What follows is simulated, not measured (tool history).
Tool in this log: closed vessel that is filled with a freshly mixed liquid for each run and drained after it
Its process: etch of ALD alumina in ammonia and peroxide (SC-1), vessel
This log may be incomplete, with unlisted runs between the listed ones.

run	hour	temperature setpoint of the liquid (K)	parts of 29 % ammonia solution to one part of 30 % peroxide (parts by volume)	time in the liquid (s)	thickness taken off the ALD alumina on a monitor wafer (nm)
1	0	325.15	0.85	300	18.021
2	6.8	325.15	0.65	300	17.639
3	8.6	325.15	0.65	320	18.779
4	16.6	326.65	0.65	320	20.411
5	25.6	326.65	0.65	300	19.159
6	29.2	328.15	0.65	300	20.758
7	38.2	329.15	0.65	300	21.601

Forecast run 8:
8	47.3	330.15	0.65	300	?

{"run 8": {"thickness taken off the ALD alumina on a monitor wafer (nm)": 23.133}}
